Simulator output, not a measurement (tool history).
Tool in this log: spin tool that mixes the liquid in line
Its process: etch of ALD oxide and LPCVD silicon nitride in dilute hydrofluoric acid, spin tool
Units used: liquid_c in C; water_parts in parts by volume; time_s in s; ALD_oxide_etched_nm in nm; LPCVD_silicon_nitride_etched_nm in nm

| run | hour | liquid_c | water_parts | time_s | ALD_oxide_etched_nm | LPCVD_silicon_nitride_etched_nm |
|---|---|---|---|---|---|---|
| 1 | 0.0 | 24.0 | 155 | 135 | 12.5610 | 0.42061 |
| 2 | 6.4 | 24.0 | 165 | 135 | 11.6770 | 0.39703 |
| 3 | 10.1 | 24.0 | 190 | 135 | 9.9203 | 0.33333 |
| 4 | 12.1 | 21.5 | 190 | 135 | 8.9308 | 0.30453 |
| 5 | 13.0 | 21.5 | 190 | 115 | 7.4453 | 0.21819 |
| 6 | 18.2 | 21.5 | 190 | 70 | 4.6623 | 0.15940 |
| 7 | 20.5 | 24.0 | 175 | 70 | 5.6409 | 0.19052 |
| 8 | 25.0 | 26.0 | 160 | 70 | 6.8400 | 0.23989 |

The next listed run, before its measurement:
|  | 33.2 | thermometer replaced |
| 9 | 33.2 | 27.5 | 155 | 70 | ? | ? |

Run 9 produced ALD_oxide_etched_nm 7.7256 nm, LPCVD_silicon_nitride_etched_nm 0.33248 nm.

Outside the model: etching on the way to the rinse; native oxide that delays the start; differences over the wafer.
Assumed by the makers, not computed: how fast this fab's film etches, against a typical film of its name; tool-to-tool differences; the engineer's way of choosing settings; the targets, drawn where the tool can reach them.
